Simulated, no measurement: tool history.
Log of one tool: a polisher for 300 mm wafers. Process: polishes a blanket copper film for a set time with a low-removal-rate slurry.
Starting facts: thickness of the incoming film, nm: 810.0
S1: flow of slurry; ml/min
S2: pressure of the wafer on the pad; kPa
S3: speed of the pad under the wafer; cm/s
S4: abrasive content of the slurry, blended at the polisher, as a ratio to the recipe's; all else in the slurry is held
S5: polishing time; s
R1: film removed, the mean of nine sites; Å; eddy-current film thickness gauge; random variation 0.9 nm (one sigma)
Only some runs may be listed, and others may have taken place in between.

run 1 hour=0 | S1=225 S2=13.8 S3=126 S4=1 S5=52 | R1=1374.4
run 2 hour=7.1 | S1=225 S2=11.7 S3=118 S4=1 S5=52 | R1=1117.8
run 3 hour=11.6 | S1=185 S2=11.7 S3=118 S4=1 S5=52 | R1=1068.2
run 4 hour=17.1 | S1=135 S2=11.7 S3=118 S4=1 S5=52 | R1=1024.5
run 5 hour=21.8 | S1=135 S2=11.7 S3=86 S4=1 S5=52 | R1=717.56
run 6 hour=23.2 | S1=135 S2=11.7 S3=86 S4=1 S5=52 | R1=746.98
run 7 hour=26.5 | S1=135 S2=11 S3=86 S4=1 S5=52 | R1=696.77

Run 8 comes next. What will it give?
run 8 hour=30.1 | S1=135 S2=10.3 S3=86 S4=1 S5=52 | R1=?

For run 8 the tool returned R1 664.09 Å.
